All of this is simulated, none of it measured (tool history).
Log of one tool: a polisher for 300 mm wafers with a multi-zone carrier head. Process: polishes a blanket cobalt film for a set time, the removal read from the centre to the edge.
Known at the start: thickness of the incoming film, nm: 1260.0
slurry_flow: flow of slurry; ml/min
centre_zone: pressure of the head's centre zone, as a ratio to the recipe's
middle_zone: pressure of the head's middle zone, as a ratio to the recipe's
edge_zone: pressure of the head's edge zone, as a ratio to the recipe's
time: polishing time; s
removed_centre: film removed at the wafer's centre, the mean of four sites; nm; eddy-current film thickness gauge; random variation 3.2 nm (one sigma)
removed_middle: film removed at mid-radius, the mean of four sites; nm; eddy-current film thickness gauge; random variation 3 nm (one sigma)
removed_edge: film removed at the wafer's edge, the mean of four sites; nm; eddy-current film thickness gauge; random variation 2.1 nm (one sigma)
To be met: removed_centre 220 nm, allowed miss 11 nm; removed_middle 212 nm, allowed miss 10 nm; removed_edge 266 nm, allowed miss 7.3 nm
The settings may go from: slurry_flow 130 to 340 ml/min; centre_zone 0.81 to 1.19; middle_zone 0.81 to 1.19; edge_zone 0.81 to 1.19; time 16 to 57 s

run 1 hour=0 | slurry_flow=220 centre_zone=1 middle_zone=1 edge_zone=1 time=36 | removed_centre=321.95 removed_middle=329.02 removed_edge=331.45
run 2 hour=6.3 | slurry_flow=215 centre_zone=0.98 middle_zone=0.97 edge_zone=1.01 time=35 | removed_centre=311.14 removed_middle=312.54 removed_edge=324.33
run 3 hour=11.6 | slurry_flow=210 centre_zone=0.96 middle_zone=0.95 edge_zone=1.02 time=34 | removed_centre=296.71 removed_middle=296.18 removed_edge=314.36
run 4 hour=14.9 | slurry_flow=205 centre_zone=0.94 middle_zone=0.93 edge_zone=1.03 time=33 | removed_centre=278 removed_middle=276.85 removed_edge=310.59
run 5 hour=23.5 | slurry_flow=200 centre_zone=0.93 middle_zone=0.91 edge_zone=1.02 time=32 | removed_centre=267.52 removed_middle=270.87 removed_edge=297.5
run 6 hour=24.7 | slurry_flow=200 centre_zone=0.93 middle_zone=0.91 edge_zone=0.96 time=32 | removed_centre=263.09 removed_middle=262.98 removed_edge=288.7
run 7 hour=27.4 | slurry_flow=190 centre_zone=0.92 middle_zone=0.89 edge_zone=0.97 time=32 | removed_centre=263.04 removed_middle=265.17 removed_edge=282.42
run 8 hour=30.5 | slurry_flow=200 centre_zone=0.91 middle_zone=0.88 edge_zone=0.98 time=31 | removed_centre=249.27 removed_middle=247.82 removed_edge=279.91

4 next moves are on the table. One of them brings every result within its allowed miss. Which?
run A hour=33.6 | slurry_flow=130 centre_zone=1.02 middle_zone=1 edge_zone=0.85 time=34 | removed_centre=? removed_middle=? removed_edge=?
run B hour=33.6 | slurry_flow=310 centre_zone=0.89 middle_zone=0.83 edge_zone=1.12 time=26 | removed_centre=? removed_middle=? removed_edge=?
run C hour=33.6 | slurry_flow=130 centre_zone=1.13 middle_zone=1.1 edge_zone=0.82 time=32 | removed_centre=? removed_middle=? removed_edge=?
run D hour=33.6 | slurry_flow=170 centre_zone=0.88 middle_zone=0.96 edge_zone=0.98 time=31 | removed_centre=? removed_middle=? removed_edge=?

move=A removed_centre=276.9 removed_middle=279.25 removed_edge=268.33
move=B removed_centre=217.54 removed_middle=212.14 removed_edge=261.51
move=C removed_centre=289.13 removed_middle=284.86 removed_edge=248.23
move=D removed_centre=233.54 removed_middle=262.16 removed_edge=273.45
A: further off than the last run
B: meets every target
C: further off than the last run
D: further off than the last run
Answer: B

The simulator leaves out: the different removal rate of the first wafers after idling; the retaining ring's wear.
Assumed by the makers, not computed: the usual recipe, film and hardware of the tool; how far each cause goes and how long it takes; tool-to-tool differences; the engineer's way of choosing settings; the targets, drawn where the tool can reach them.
